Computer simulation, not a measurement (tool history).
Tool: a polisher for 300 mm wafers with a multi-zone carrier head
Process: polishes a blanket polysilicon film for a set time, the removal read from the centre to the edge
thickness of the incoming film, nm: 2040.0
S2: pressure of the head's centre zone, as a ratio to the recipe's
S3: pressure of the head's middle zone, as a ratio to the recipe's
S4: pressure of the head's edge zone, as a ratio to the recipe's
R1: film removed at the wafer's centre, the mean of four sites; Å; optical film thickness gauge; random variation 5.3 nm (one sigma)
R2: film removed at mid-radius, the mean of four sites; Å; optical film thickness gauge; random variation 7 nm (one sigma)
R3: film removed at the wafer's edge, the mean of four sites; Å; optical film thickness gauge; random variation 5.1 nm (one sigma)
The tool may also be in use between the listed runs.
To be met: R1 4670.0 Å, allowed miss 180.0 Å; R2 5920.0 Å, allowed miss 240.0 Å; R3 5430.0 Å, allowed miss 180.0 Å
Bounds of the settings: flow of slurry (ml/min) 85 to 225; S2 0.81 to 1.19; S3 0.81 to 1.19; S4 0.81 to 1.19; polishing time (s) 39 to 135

Run 1, hour 0.0: flow of slurry (ml/min) 145, S2 1.00, S3 1.00, S4 1.00, polishing time (s) 87. Result: R1 7562.5 Å, R2 7453.7 Å, R3 7348.4 Å.
Run 2, hour 6.7: flow of slurry (ml/min) 140, S2 0.98, S3 1.00, S4 0.99, polishing time (s) 85. Result: R1 7124.1 Å, R2 7256.0 Å, R3 7217.6 Å.
Run 3, hour 10.2: flow of slurry (ml/min) 140, S2 0.97, S3 1.01, S4 0.98, polishing time (s) 82. Result: R1 6845.2 Å, R2 7097.6 Å, R3 6850.8 Å.
Run 4, hour 10.9: flow of slurry (ml/min) 140, S2 1.02, S3 1.01, S4 0.98, polishing time (s) 82. Result: R1 6994.2 Å, R2 7131.7 Å, R3 6865.6 Å.
Run 5, hour 15.6: flow of slurry (ml/min) 135, S2 1.00, S3 1.02, S4 0.97, polishing time (s) 80. Result: R1 6809.0 Å, R2 6807.0 Å, R3 6789.3 Å.
Run 6, hour 17.7: flow of slurry (ml/min) 135, S2 1.00, S3 0.95, S4 0.97, polishing time (s) 80. Result: R1 6777.0 Å, R2 6614.9 Å, R3 6667.3 Å.
Run 7, hour 25.2: flow of slurry (ml/min) 135, S2 0.98, S3 0.97, S4 0.96, polishing time (s) 78. Result: R1 6482.3 Å, R2 6461.3 Å, R3 6513.0 Å.
Run 8, hour 28.1: flow of slurry (ml/min) 135, S2 0.96, S3 0.99, S4 0.95, polishing time (s) 76. Result: R1 6129.2 Å, R2 6297.2 Å, R3 6251.9 Å.
Run 9, hour 30.3: flow of slurry (ml/min) 135, S2 0.94, S3 1.01, S4 0.94, polishing time (s) 75. Result: R1 5898.2 Å, R2 6328.6 Å, R3 6174.6 Å.
Run 10, hour 34.6: flow of slurry (ml/min) 135, S2 0.93, S3 1.02, S4 0.93, polishing time (s) 74. Result: R1 5855.4 Å, R2 6478.2 Å, R3 6116.8 Å.
Run 11, hour 43.3: flow of slurry (ml/min) 95, S2 0.83, S3 1.00, S4 0.87, polishing time (s) 66. Result: R1 4255.3 Å, R2 5109.2 Å, R3 4878.6 Å.

5 next moves are on the table. One of them brings every result within its allowed miss. Which?
Run A, hour 52.0: flow of slurry (ml/min) 90, S2 0.85, S3 0.91, S4 0.81, polishing time (s) 75. Result: R1 ?, R2 ?, R3 ?.
Run B, hour 52.0: flow of slurry (ml/min) 110, S2 0.87, S3 1.14, S4 0.81, polishing time (s) 68. Result: R1 ?, R2 ?, R3 ?.
Run C, hour 52.0: flow of slurry (ml/min) 110, S2 0.83, S3 1.06, S4 0.87, polishing time (s) 54. Result: R1 ?, R2 ?, R3 ?.
Run D, hour 52.0: flow of slurry (ml/min) 85, S2 0.81, S3 0.85, S4 0.96, polishing time (s) 66. Result: R1 ?, R2 ?, R3 ?.
Run E, hour 52.0: flow of slurry (ml/min) 85, S2 0.85, S3 1.08, S4 0.89, polishing time (s) 74. Result: R1 ?, R2 ?, R3 ?.

move      R1      R2      R3
   A  4762.9  5337.9  5410.2
   B  4733.5  6183.9  5096.2
   C  3606.3  4623.8  4160.7
   D  3927.1  4362.3  5019.7
   E  4598.1  5935.4  5446.8
A: nearer than the last run, and not there yet
B: takes the result that was furthest off past its target
C: further off than the last run
D: further off than the last run
E: meets every target
The right move is E.
